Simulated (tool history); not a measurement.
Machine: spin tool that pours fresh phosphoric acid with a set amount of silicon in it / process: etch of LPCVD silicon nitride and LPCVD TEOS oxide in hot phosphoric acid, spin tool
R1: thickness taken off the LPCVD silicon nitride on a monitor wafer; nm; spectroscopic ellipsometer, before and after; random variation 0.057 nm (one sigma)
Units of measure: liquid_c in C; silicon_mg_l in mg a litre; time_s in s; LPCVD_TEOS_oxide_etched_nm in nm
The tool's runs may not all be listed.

run 1 day=0.000 | liquid_c=162.0 silicon_mg_l=10.0 time_s=45 | R1=4.2891 LPCVD_TEOS_oxide_etched_nm=0.103030
run 2 day=0.321 | liquid_c=163.0 silicon_mg_l=10.0 time_s=45 | R1=4.4659 LPCVD_TEOS_oxide_etched_nm=0.122100
run 3 day=0.646 | liquid_c=163.0 silicon_mg_l=7.5 time_s=45 | R1=4.4577 LPCVD_TEOS_oxide_etched_nm=0.140010
run 4 day=0.875 | liquid_c=163.0 silicon_mg_l=7.5 time_s=40 | R1=3.9213 LPCVD_TEOS_oxide_etched_nm=0.064993
run 5 day=0.946 | liquid_c=163.0 silicon_mg_l=7.5 time_s=45 | R1=4.4731 LPCVD_TEOS_oxide_etched_nm=0.053025
run 6 day=1.167 | liquid_c=164.5 silicon_mg_l=7.5 time_s=45 | R1=4.6657 LPCVD_TEOS_oxide_etched_nm=0.135840
run 7 day=1.196 | liquid_c=164.5 silicon_mg_l=6.5 time_s=45 | R1=4.6289 LPCVD_TEOS_oxide_etched_nm=0.139410

Estimate the outcome of run 8 from the log above:
run 8 day=1.288 | liquid_c=164.5 silicon_mg_l=6.0 time_s=50 | R1=? LPCVD_TEOS_oxide_etched_nm=?

{"run 8": {"R1": 5.1973, "LPCVD_TEOS_oxide_etched_nm": 0.21511}}
